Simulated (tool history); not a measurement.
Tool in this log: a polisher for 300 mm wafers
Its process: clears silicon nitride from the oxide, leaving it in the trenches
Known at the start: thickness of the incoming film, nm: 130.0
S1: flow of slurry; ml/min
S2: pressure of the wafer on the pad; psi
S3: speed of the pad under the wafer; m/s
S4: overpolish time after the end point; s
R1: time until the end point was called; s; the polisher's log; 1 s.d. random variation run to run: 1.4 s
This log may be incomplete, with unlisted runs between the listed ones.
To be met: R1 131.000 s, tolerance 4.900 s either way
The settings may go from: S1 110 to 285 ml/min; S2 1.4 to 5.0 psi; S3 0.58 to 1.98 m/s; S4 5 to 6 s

| run | hour | S1 | S2 | S3 | S4 | R1 |
|---|---|---|---|---|---|---|
| 1 | 0.0 | 180 | 3.2 | 1.28 | 6 | 87.661 |
| 2 | 6.1 | 180 | 2.8 | 1.28 | 6 | 100.300 |
| 3 | 11.7 | 180 | 2.6 | 1.28 | 6 | 105.150 |
| 4 | 17.5 | 180 | 2.6 | 1.28 | 5 | 106.200 |
| 5 | 20.1 | 195 | 2.6 | 1.28 | 5 | 104.050 |
| 6 | 26.6 | 190 | 2.4 | 1.28 | 5 | 114.430 |
| 7 | 30.0 | 190 | 2.3 | 1.28 | 5 | 117.000 |
| 8 | 32.0 | 190 | 2.2 | 1.28 | 5 | 122.370 |

Next run, 4 choices. One meets every target within its allowed miss, the rest don't. Which?
| A | 34.0 | 170 | 2.2 | 1.30 | 5 | ? |
| B | 34.0 | 170 | 2.7 | 0.98 | 5 | ? |
| C | 34.0 | 175 | 2.2 | 1.06 | 5 | ? |
| D | 34.0 | 135 | 2.9 | 1.06 | 6 | ? |

| move | R1 |
|---|---|
| A | 121.260 |
| B | 133.350 |
| C | 147.350 |
| D | 118.470 |
A: misses by more than the last run did
B: in spec on every target
C: carries the result that was furthest off beyond its target, to the other side
D: misses by more than the last run did
The move that meets every target is B.
